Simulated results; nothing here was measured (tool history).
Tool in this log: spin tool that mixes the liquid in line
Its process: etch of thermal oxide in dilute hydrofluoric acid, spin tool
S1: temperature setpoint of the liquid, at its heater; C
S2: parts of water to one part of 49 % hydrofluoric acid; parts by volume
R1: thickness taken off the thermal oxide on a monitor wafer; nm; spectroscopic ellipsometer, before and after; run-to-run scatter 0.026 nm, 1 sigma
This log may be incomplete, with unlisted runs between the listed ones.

Run 1, hour 0: S1 22 C, S2 95 parts by volume, time under the liquid (s) 60. Result: R1 2.4585 nm.
Run 2, hour 4.7: S1 22 C, S2 60 parts by volume, time under the liquid (s) 60. Result: R1 4.174 nm.
Run 3, hour 9.2: S1 20.5 C, S2 60 parts by volume, time under the liquid (s) 60. Result: R1 3.8131 nm.
Run 4, hour 10.9: S1 19.5 C, S2 60 parts by volume, time under the liquid (s) 60. Result: R1 3.6766 nm.
Run 5, hour 15.7: S1 19.5 C, S2 60 parts by volume, time under the liquid (s) 40. Result: R1 2.4505 nm.
Run 6, hour 20.4: S1 20 C, S2 60 parts by volume, time under the liquid (s) 40. Result: R1 2.4669 nm.

For run 7, what comes out?
Run 7, hour 24.9: S1 21 C, S2 60 parts by volume, time under the liquid (s) 40. Result: R1 ?.

{"run 7": {"R1": 2.5967}}
